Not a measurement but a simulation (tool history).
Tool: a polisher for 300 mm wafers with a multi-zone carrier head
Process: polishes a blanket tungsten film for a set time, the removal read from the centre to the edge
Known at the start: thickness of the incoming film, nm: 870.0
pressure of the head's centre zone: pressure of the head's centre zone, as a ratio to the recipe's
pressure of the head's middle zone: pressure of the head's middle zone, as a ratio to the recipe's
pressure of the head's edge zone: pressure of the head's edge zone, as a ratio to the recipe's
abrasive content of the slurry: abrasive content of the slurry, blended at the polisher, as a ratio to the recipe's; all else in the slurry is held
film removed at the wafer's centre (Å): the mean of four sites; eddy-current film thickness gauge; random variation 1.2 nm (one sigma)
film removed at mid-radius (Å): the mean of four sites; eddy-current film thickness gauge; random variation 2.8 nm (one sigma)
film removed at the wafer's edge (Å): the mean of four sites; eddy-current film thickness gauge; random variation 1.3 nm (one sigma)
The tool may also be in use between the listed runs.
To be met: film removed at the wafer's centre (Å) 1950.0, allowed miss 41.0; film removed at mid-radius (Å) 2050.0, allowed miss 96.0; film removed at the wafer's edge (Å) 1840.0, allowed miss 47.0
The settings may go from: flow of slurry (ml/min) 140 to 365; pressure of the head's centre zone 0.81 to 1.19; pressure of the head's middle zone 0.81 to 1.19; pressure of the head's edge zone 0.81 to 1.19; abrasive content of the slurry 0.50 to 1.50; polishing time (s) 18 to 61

run  hour  flow of slurry (ml/min)  pressure of the head's centre zone  pressure of the head's middle zone  pressure of the head's edge zone  abrasive content of the slurry  polishing time (s)  film removed at the wafer's centre (Å)  film removed at mid-radius (Å)  film removed at the wafer's edge (Å)
  1   0.0                      235                                1.00                                1.00                              1.00                            1.00                  39                                  1780.7                          1780.4                                1829.3
  2   5.5                      235                                1.00                                1.07                              1.00                            1.00                  39                                  1743.6                          1899.2                                1835.4
  3  10.7                      235                                1.00                                1.07                              1.00                            1.00                  30                                  1360.2                          1452.0                                1404.4
  4  12.8                      235                                1.07                                1.07                              1.00                            1.00                  30                                  1407.3                          1461.4                                1396.6
  5  19.5                      235                                1.07                                1.04                              1.00                            1.00                  30                                  1427.0                          1406.8                                1412.6
  6  24.5                      235                                1.07                                1.04                              1.00                            1.00                  22                                  1041.7                          1032.2                                1032.0
  7  26.0                      250                                1.09                                1.06                              1.02                            1.10                  24                                  1201.2                          1191.7                                1190.1
  8  26.8                      260                                1.11                                1.08                              1.02                            1.15                  25                                  1302.2                          1272.9                                1253.2
  9  28.7                      265                                1.11                                1.10                              1.02                            1.20                  26                                  1368.9                          1380.8                                1327.8
 10  33.5                      275                                1.12                                1.12                              1.02                            1.25                  27                                  1456.0                          1466.3                                1383.6
 11  35.6                      280                                1.12                                1.13                              1.02                            1.30                  28                                  1533.9                          1588.4                                1478.1
 12  42.3                      290                                1.13                                1.14                              1.03                            1.35                  29                                  1618.2                          1657.7                                1542.5

4 next moves are on the table. One of them brings every result within its allowed miss. Which?
  A  49.0                      265                                1.05                                1.09                              0.95                            1.50                  36                                       ?                               ?                                     ?
  B  49.0                      260                                1.17                                1.18                              0.93                            1.30                  39                                       ?                               ?                                     ?
  C  49.0                      280                                1.17                                1.18                              1.03                            1.30                  35                                       ?                               ?                                     ?
  D  49.0                      300                                1.17                                1.05                              1.12                            1.35                  33                                       ?                               ?                                     ?

move  film removed at the wafer's centre (Å)  film removed at mid-radius (Å)  film removed at the wafer's edge (Å)
   A                                  1965.4                          2040.7                                1914.5
   B                                  2175.7                          2253.6                                1954.6
   C                                  1971.3                          2039.6                                1854.0
   D                                  1895.5                          1774.3                                1859.2
A: brings the result that was furthest off to its target, and leaves another outside
B: takes the result that was furthest off past its target
C: meets every target
D: nearer than the last run, and not there yet
Answer: C

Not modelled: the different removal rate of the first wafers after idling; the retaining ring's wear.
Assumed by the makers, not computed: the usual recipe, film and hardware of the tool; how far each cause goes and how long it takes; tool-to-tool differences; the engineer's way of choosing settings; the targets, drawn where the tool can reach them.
